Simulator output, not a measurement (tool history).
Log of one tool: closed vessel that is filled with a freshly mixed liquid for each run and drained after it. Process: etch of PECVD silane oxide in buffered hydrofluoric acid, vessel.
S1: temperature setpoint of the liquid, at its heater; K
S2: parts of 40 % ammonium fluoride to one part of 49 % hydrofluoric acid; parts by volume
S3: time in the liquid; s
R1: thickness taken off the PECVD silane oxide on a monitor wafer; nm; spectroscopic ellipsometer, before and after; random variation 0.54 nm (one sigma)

run	day	S1	S2	S3	R1
1	0	297.15	22.5	30	29.097
2	0.279	297.15	19	30	33.247
3	0.5	297.15	19	30	33.008
4	0.85	297.15	19	30	33.101
5	0.879	297.15	13	30	48.019
6	1.221	298.15	13	30	50.307
# day 1.475: thermometer replaced
7	1.475	299.15	13	30	56.7
8	1.733	299.65	13	30	58.284

Forecast run 9:
9	2.096	300.15	13	30	?

R1: 58.922 nm
